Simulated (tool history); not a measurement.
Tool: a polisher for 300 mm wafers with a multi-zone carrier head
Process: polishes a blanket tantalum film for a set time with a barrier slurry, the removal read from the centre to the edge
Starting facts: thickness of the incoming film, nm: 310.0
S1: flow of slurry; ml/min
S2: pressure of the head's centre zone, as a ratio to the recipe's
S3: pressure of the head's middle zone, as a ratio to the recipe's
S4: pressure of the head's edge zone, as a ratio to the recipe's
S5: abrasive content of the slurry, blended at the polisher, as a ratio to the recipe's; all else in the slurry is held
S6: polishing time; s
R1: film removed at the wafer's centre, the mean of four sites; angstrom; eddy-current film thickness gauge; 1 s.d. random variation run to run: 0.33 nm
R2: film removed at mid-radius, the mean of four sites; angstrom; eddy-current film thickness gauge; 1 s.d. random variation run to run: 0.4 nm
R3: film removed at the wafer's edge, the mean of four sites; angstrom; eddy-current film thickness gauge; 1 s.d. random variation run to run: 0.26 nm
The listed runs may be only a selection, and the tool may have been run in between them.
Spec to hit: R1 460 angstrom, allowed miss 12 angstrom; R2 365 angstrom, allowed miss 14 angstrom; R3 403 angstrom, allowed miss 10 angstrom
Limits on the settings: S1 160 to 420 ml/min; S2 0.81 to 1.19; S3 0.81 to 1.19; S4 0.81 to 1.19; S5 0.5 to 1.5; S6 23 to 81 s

run,hour,S1,S2,S3,S4,S5,S6,R1,R2,R3
1,0,270,1,1,1,1,52,877.91,878.6,874.22
2,3.2,270,1,1,0.92,1,52,869.45,864.49,838.34
3,8,265,1.01,0.96,0.9,0.9,46,742.64,720.05,720.86
4,11.5,265,1.01,0.96,0.9,1.05,46,774.98,772.35,761.7
5,12.8,265,1.04,0.93,0.89,0.95,41,701.1,641.27,652.86
6,20.5,265,1.05,0.91,0.88,0.85,38,633.88,574.97,576.89
7,24.7,255,1.06,0.89,0.9,0.75,36,571.23,490.05,525.27
8,31.8,245,1.07,0.88,0.88,0.7,35,537.82,463.4,485.75
9,34.2,210,1.13,0.81,0.91,0.5,29,377.74,299.75,330.06
10,40.5,245,1.12,0.81,0.91,0.5,29,382.81,302.53,331.88
11,43.7,245,1.12,0.81,0.91,0.5,29,382.79,304.21,333.84
12,45.3,255,1.13,0.83,0.93,0.55,29,411.82,326.65,360.34
13,47.6,280,1.13,0.84,0.94,0.55,29,416.31,328.48,363.57
14,52.5,280,1.13,0.84,0.94,0.55,29,416.68,329.26,361.77
15,59.5,300,1.13,0.85,0.95,0.55,29,413.6,330.51,365.1

Exactly one of the 5 candidate moves below puts every result within its allowed miss. Which one?
A,66.5,250,0.97,0.88,0.99,0.75,26,?,?,?
B,66.5,325,1.11,0.81,1.07,0.55,30,?,?,?
C,66.5,260,1.12,0.83,0.92,0.6,31,?,?,?
D,66.5,300,1,0.84,1.12,0.5,30,?,?,?
E,66.5,315,1.19,0.84,0.86,0.95,24,?,?,?

move,R1,R2,R3
A,372.42,358.43,388.46
B,424.19,337.84,396.74
C,458.85,368.16,402.33
D,356.09,322.42,377.65
E,472.49,358.71,378.35
A: lands further from the targets than the last run did
B: gains on the last run, yet a result remains outside its allowed miss
C: meets every target
D: lands further from the targets than the last run did
E: carries the result that was furthest off beyond its target, to the other side
C meets every target.
